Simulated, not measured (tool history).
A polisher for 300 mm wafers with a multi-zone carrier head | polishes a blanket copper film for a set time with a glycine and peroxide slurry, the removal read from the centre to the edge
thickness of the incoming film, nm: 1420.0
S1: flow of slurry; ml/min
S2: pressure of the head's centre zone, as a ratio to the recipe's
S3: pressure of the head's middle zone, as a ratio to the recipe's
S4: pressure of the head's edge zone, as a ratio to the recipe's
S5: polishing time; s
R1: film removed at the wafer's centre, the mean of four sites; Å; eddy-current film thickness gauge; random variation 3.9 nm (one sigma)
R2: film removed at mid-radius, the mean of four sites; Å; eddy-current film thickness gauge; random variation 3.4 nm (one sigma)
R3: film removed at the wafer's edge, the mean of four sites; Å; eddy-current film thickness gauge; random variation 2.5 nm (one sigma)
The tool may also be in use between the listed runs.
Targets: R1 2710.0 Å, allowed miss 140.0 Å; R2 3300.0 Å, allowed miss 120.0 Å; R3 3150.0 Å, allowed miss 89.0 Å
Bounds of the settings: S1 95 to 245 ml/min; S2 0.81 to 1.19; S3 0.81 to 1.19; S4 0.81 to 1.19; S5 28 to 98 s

Run 1, hour 0.0: S1 155 ml/min, S2 1.00, S3 1.00, S4 1.00, S5 63 s. Result: R1 3582.4 Å, R2 3670.1 Å, R3 3686.6 Å.
Run 2, hour 8.4: S1 155 ml/min, S2 1.00, S3 0.92, S4 1.00, S5 63 s. Result: R1 3559.4 Å, R2 3497.1 Å, R3 3676.9 Å.
Run 3, hour 11.0: S1 155 ml/min, S2 1.00, S3 0.92, S4 0.96, S5 63 s. Result: R1 3641.2 Å, R2 3396.8 Å, R3 3606.7 Å.
Run 4, hour 13.4: S1 135 ml/min, S2 1.00, S3 0.92, S4 0.96, S5 63 s. Result: R1 3436.7 Å, R2 3348.8 Å, R3 3500.6 Å.
Run 5, hour 14.8: S1 125 ml/min, S2 0.96, S3 0.95, S4 0.94, S5 62 s. Result: R1 3136.1 Å, R2 3225.1 Å, R3 3439.0 Å.
Run 6, hour 21.8: S1 120 ml/min, S2 0.95, S3 1.02, S4 0.92, S5 61 s. Result: R1 3009.9 Å, R2 3345.9 Å, R3 3312.5 Å.
Run 7, hour 29.4: S1 115 ml/min, S2 0.94, S3 1.04, S4 0.91, S5 61 s. Result: R1 2934.1 Å, R2 3395.5 Å, R3 3203.1 Å.
Run 8, hour 32.4: S1 110 ml/min, S2 0.93, S3 1.04, S4 0.91, S5 61 s. Result: R1 2890.2 Å, R2 3320.9 Å, R3 3174.9 Å.

4 next moves are on the table. One of them brings every result within its allowed miss. Which?
Run A, hour 35.4: S1 110 ml/min, S2 0.98, S3 1.03, S4 0.85, S5 62 s. Result: R1 ?, R2 ?, R3 ?.
Run B, hour 35.4: S1 125 ml/min, S2 0.98, S3 1.02, S4 0.89, S5 58 s. Result: R1 ?, R2 ?, R3 ?.
Run C, hour 35.4: S1 155 ml/min, S2 0.87, S3 1.02, S4 1.03, S5 56 s. Result: R1 ?, R2 ?, R3 ?.
Run D, hour 35.4: S1 140 ml/min, S2 0.85, S3 1.00, S4 0.88, S5 58 s. Result: R1 ?, R2 ?, R3 ?.

move      R1      R2      R3
   A  3119.0  3398.5  3180.5
   B  3062.6  3286.8  3121.8
   C  2811.1  3372.0  3363.5
   D  2756.5  3343.7  3176.2
A: further off than the last run
B: further off than the last run
C: brings the result that was furthest off to its target, and leaves another outside
D: meets every target
The right move is D.
